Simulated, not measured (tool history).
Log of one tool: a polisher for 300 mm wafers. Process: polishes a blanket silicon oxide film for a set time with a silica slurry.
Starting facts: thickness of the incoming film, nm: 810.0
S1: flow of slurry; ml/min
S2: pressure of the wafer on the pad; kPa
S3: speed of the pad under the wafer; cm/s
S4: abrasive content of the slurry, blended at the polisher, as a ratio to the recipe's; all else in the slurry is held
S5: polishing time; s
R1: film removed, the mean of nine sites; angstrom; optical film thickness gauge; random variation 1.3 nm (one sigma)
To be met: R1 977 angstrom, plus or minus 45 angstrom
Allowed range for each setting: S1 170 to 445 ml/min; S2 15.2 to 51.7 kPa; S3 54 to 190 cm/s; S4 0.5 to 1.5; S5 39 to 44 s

| run | hour | S1 | S2 | S3 | S4 | S5 | R1 |
|---|---|---|---|---|---|---|---|
| 1 | 0 | 285 | 33.1 | 122 | 1 | 44 | 1527.1 |
| 2 | 4.5 | 285 | 31.7 | 122 | 1 | 44 | 1438.7 |
| 3 | 11.6 | 285 | 37.2 | 122 | 1 | 44 | 1717 |
| 4 | 19.3 | 285 | 37.2 | 140 | 1 | 44 | 1904.6 |
| 5 | 22.7 | 285 | 37.2 | 140 | 1 | 39 | 1662 |
| 6 | 29.6 | 285 | 37.2 | 120 | 1 | 39 | 1487.4 |
| 7 | 33.7 | 285 | 35.9 | 120 | 1 | 39 | 1451.6 |
| 8 | 40 | 285 | 34.5 | 120 | 1 | 39 | 1383.8 |
| 9 | 45.6 | 285 | 34.5 | 120 | 1 | 39 | 1363 |
|  | 48.8 | slurry blender recalibrated |
| 10 | 48.8 | 285 | 33.1 | 120 | 1 | 39 | 1470 |

Exercise: of the 4 proposed moves below, exactly one satisfies all targets within the stated allowed misses. Which move is it?
| A | 52 | 275 | 30.3 | 86 | 0.85 | 39 | ? |
| B | 52 | 220 | 35.9 | 88 | 0.8 | 39 | ? |
| C | 52 | 305 | 31.7 | 88 | 0.85 | 39 | ? |
| D | 52 | 215 | 20.7 | 126 | 1 | 44 | ? |

| move | R1 |
|---|---|
| A | 975.23 |
| B | 1124.4 |
| C | 1044.4 |
| D | 1075.7 |
A: in spec on every target
B: closes in on the targets versus the last run, not all within tolerance yet
C: closes in on the targets versus the last run, not all within tolerance yet
D: closes in on the targets versus the last run, not all within tolerance yet
So the answer is move A, the one that meets all the targets.

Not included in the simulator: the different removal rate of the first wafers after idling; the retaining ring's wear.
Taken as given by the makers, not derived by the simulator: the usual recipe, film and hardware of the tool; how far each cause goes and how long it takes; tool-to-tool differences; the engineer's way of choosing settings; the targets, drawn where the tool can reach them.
